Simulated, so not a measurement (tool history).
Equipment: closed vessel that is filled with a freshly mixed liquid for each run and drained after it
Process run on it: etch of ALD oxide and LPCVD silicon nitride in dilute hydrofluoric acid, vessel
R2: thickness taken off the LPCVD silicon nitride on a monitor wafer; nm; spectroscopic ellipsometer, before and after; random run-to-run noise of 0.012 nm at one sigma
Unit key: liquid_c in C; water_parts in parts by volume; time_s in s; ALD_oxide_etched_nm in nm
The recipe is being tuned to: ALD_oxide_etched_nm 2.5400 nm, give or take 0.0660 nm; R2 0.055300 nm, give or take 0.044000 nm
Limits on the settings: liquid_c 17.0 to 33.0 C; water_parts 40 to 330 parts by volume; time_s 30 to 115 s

Run 1, hour 0.0: liquid_c 25.0 C, water_parts 185 parts by volume, time_s 60 s. Result: ALD_oxide_etched_nm 6.5884 nm, R2 0.142180 nm.
Run 2, hour 5.6: liquid_c 23.5 C, water_parts 205 parts by volume, time_s 60 s. Result: ALD_oxide_etched_nm 5.5427 nm, R2 0.183150 nm.
Run 3, hour 10.3: liquid_c 23.5 C, water_parts 230 parts by volume, time_s 60 s. Result: ALD_oxide_etched_nm 4.6793 nm, R2 0.128590 nm.
Run 4, hour 15.1: liquid_c 22.5 C, water_parts 245 parts by volume, time_s 60 s. Result: ALD_oxide_etched_nm 4.2634 nm, R2 0.085670 nm.
Run 5, hour 18.7: liquid_c 22.0 C, water_parts 260 parts by volume, time_s 60 s. Result: ALD_oxide_etched_nm 3.8825 nm, R2 0.067858 nm.
Run 6, hour 21.7: liquid_c 21.5 C, water_parts 275 parts by volume, time_s 60 s. Result: ALD_oxide_etched_nm 3.5166 nm, R2 0.098686 nm.
Run 7, hour 23.2: liquid_c 21.5 C, water_parts 275 parts by volume, time_s 60 s. Result: ALD_oxide_etched_nm 3.5759 nm, R2 0.075711 nm.
Run 8, hour 28.2: liquid_c 21.0 C, water_parts 285 parts by volume, time_s 60 s. Result: ALD_oxide_etched_nm 3.3381 nm, R2 0.064967 nm.
Run 9, hour 35.4: liquid_c 20.5 C, water_parts 295 parts by volume, time_s 60 s. Result: ALD_oxide_etched_nm 3.1017 nm, R2 0.058189 nm.
Run 10, hour 39.3: liquid_c 20.5 C, water_parts 300 parts by volume, time_s 60 s. Result: ALD_oxide_etched_nm 3.0826 nm, R2 0.094150 nm.
Run 11, hour 48.3: liquid_c 20.0 C, water_parts 305 parts by volume, time_s 60 s. Result: ALD_oxide_etched_nm 2.9604 nm, R2 0.068596 nm.

Which single option among these 5 for the next run brings every result within its allowed miss of target? Just one does.
Run A, hour 57.3: liquid_c 17.0 C, water_parts 250 parts by volume, time_s 65 s. Result: ALD_oxide_etched_nm ?, R2 ?.
Run B, hour 57.3: liquid_c 17.0 C, water_parts 235 parts by volume, time_s 55 s. Result: ALD_oxide_etched_nm ?, R2 ?.
Run C, hour 57.3: liquid_c 17.0 C, water_parts 325 parts by volume, time_s 60 s. Result: ALD_oxide_etched_nm ?, R2 ?.
Run D, hour 57.3: liquid_c 20.5 C, water_parts 300 parts by volume, time_s 50 s. Result: ALD_oxide_etched_nm ?, R2 ?.
Run E, hour 57.3: liquid_c 17.0 C, water_parts 245 parts by volume, time_s 50 s. Result: ALD_oxide_etched_nm ?, R2 ?.

move  ALD_oxide_etched_nm        R2
   A               3.6098  0.053823
   B               3.2906  0.048284
   C               2.4124  0.038823
   D               2.5370  0.043868
   E               2.8453  0.042200
A: its largest miss is bigger than the last run's
B: its largest miss is bigger than the last run's
C: takes the result that was furthest off past its target
D: all results land within tolerance of their targets
E: nearer than the last run, and not there yet
D meets every target.
